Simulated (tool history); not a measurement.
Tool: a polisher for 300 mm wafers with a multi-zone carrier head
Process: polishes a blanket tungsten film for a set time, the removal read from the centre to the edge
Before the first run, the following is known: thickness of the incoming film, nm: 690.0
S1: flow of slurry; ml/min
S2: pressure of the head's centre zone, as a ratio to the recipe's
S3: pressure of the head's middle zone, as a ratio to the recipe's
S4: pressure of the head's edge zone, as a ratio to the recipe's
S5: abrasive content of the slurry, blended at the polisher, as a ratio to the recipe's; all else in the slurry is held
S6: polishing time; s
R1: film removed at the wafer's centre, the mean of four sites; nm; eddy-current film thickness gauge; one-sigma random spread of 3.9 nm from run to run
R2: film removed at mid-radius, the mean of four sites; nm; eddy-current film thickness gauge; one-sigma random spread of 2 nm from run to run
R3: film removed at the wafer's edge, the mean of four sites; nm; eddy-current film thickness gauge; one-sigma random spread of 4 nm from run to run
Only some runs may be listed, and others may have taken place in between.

run    day   S1    S2    S3    S4    S5  S6      R1      R2      R3
  1  0.000  240  1.00  1.00  1.00  1.00  44  223.42  218.02  225.67
  2  0.088  240  1.00  0.98  1.04  1.10  46  241.61  226.99  239.25
  3  0.362  235  0.96  0.94  1.07  1.15  49  245.59  237.72  270.88
  4  0.675  235  0.96  0.94  1.07  1.15  40  200.66  192.06  213.73
  5  1.033  230  0.96  0.93  1.08  1.20  43  218.49  211.63  237.94
  6  1.150  230  0.96  0.91  1.09  1.25  45  227.73  214.88  247.48
  7  1.304  230  0.96  0.90  1.11  1.30  47  238.42  223.46  260.70

Forecast run 8:
  8  1.554  230  0.96  0.89  1.12  1.35  49   ?   ?   ?

{"run 8": {"R1": 245.99, "R2": 234.0, "R3": 283.74}}

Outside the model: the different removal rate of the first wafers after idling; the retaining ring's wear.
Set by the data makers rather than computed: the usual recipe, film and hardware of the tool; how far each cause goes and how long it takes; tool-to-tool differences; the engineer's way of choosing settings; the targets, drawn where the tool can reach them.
